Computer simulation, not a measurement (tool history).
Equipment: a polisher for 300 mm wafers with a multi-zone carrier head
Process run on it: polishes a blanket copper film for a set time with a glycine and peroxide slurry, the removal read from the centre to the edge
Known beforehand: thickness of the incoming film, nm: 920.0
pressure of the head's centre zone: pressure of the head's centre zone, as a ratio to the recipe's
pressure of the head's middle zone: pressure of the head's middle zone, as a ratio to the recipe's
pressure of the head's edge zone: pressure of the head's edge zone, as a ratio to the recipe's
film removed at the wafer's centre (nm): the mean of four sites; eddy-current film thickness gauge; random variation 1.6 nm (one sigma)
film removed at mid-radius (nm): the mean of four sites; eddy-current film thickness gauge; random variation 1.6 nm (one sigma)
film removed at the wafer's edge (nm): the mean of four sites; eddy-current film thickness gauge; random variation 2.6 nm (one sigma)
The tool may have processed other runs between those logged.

run,hour,flow of slurry (ml/min),pressure of the head's centre zone,pressure of the head's middle zone,pressure of the head's edge zone,polishing time (s),film removed at the wafer's centre (nm),film removed at mid-radius (nm),film removed at the wafer's edge (nm)
1,0.0,140,1.00,1.00,1.00,65,244.48,241.46,246.22
2,4.2,135,0.98,0.99,0.99,65,238.82,236.89,237.33
3,9.6,135,0.93,0.99,0.99,65,229.43,238.26,232.34
4,11.2,135,0.93,1.07,0.99,65,225.87,246.37,242.38
5,15.7,135,1.00,1.07,0.99,65,242.63,251.50,237.82
6,24.3,135,1.07,1.07,0.99,65,259.16,251.40,234.70

What does the tool deliver on the next run?
7,32.6,95,0.97,0.97,0.93,59,?,?,?

Run 7 produced film removed at the wafer's centre (nm) 189.64, film removed at mid-radius (nm) 194.23, film removed at the wafer's edge (nm) 194.74.
